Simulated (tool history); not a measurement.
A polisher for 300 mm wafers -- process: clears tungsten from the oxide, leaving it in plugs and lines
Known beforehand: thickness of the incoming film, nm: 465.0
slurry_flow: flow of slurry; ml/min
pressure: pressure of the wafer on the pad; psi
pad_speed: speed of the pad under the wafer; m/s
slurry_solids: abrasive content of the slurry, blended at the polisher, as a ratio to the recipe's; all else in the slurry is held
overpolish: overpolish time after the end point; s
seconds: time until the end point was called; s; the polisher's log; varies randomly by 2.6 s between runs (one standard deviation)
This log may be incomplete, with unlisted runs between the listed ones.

Run 1, hour 0: slurry_flow 175 ml/min, pressure 4.2 psi, pad_speed 1.04 m/s, slurry_solids 1, overpolish 32 s. Result: seconds 89.246 s.
Run 2, hour 2: slurry_flow 175 ml/min, pressure 4.2 psi, pad_speed 1.04 m/s, slurry_solids 0.85, overpolish 32 s. Result: seconds 94.577 s.
Run 3, hour 4.1: slurry_flow 195 ml/min, pressure 4.2 psi, pad_speed 1.04 m/s, slurry_solids 0.85, overpolish 32 s. Result: seconds 91.855 s.
Run 4, hour 5.4: slurry_flow 195 ml/min, pressure 3.6 psi, pad_speed 1.02 m/s, slurry_solids 0.85, overpolish 32 s. Result: seconds 109.62 s.
Run 5, hour 8.8: slurry_flow 195 ml/min, pressure 3.3 psi, pad_speed 1.02 m/s, slurry_solids 0.85, overpolish 32 s. Result: seconds 115.04 s.
Run 6, hour 14.8: slurry_flow 195 ml/min, pressure 3 psi, pad_speed 1 m/s, slurry_solids 0.85, overpolish 32 s. Result: seconds 128.82 s.
Run 7, hour 17.1: slurry_flow 195 ml/min, pressure 2.8 psi, pad_speed 1 m/s, slurry_solids 0.85, overpolish 32 s. Result: seconds 138.31 s.

Forecast run 8:
Run 8, hour 18.5: slurry_flow 195 ml/min, pressure 2.7 psi, pad_speed 1 m/s, slurry_solids 0.85, overpolish 32 s. Result: seconds ?.

Run 8 gave seconds 138.65 s.
